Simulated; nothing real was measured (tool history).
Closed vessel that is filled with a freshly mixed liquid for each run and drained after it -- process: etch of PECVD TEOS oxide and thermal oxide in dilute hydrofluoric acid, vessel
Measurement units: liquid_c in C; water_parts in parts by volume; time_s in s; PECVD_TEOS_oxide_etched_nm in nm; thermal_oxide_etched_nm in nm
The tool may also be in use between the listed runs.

| run | hour | liquid_c | water_parts | time_s | PECVD_TEOS_oxide_etched_nm | thermal_oxide_etched_nm |
|---|---|---|---|---|---|---|
| 1 | 0 | 25 | 190 | 115 | 8.8532 | 2.4463 |
| 2 | 6.2 | 25 | 145 | 115 | 12.134 | 3.3411 |
| 3 | 10.3 | 26 | 135 | 115 | 13.663 | 3.8154 |
| 4 | 16.6 | 26 | 105 | 115 | 18.313 | 5.1095 |
| 5 | 21.4 | 23.5 | 105 | 115 | 16.753 | 4.6663 |
| 6 | 26.3 | 25 | 105 | 115 | 17.852 | 4.8313 |
| 7 | 31.9 | 26 | 105 | 115 | 18.391 | 5.1933 |

Run 8 has not been measured yet. What should we expect?
| 8 | 41.1 | 26.5 | 105 | 115 | ? | ? |

Run 8 came out at PECVD_TEOS_oxide_etched_nm 18.639 nm, thermal_oxide_etched_nm 5.2615 nm.
